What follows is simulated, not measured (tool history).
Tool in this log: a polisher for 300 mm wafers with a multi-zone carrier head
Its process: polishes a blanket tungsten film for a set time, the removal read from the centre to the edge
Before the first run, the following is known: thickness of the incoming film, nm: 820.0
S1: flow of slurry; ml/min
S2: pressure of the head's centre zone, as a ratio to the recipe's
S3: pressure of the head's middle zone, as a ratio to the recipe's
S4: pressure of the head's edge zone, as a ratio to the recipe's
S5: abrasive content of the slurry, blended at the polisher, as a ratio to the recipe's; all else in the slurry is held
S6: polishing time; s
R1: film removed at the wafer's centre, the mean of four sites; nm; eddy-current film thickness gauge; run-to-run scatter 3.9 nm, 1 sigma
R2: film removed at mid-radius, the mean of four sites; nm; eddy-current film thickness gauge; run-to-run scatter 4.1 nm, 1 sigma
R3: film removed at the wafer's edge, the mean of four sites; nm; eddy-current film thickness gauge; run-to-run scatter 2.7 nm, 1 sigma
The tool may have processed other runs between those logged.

run  hour   S1    S2    S3    S4    S5  S6      R1      R2      R3
  1   0.0  195  1.00  1.00  1.00  1.00  83  277.15  270.24  266.75
  2   6.0  195  1.09  1.00  1.00  1.00  83  300.36  277.75  270.20
  3   9.5  200  1.08  1.03  1.03  1.05  83  298.03  286.32  278.65
  4  14.6  200  0.99  1.03  1.03  1.05  83  276.54  288.61  274.11
  5  19.6  200  0.99  1.03  0.98  1.05  83  277.57  285.23  267.57
  6  23.1  200  0.99  1.03  0.98  1.15  83  286.59  289.76  276.47
  7  29.6  210  1.00  1.04  1.01  1.20  83  292.65  296.88  283.34
  8  33.3  215  1.01  1.06  1.03  1.25  83  296.51  311.03  289.32

For run 9, what comes out?
  9  35.4  220  1.02  1.06  1.05  1.30  83   ?   ?   ?

R1: 306.03 nm
R2: 308.42 nm
R3: 294.29 nm
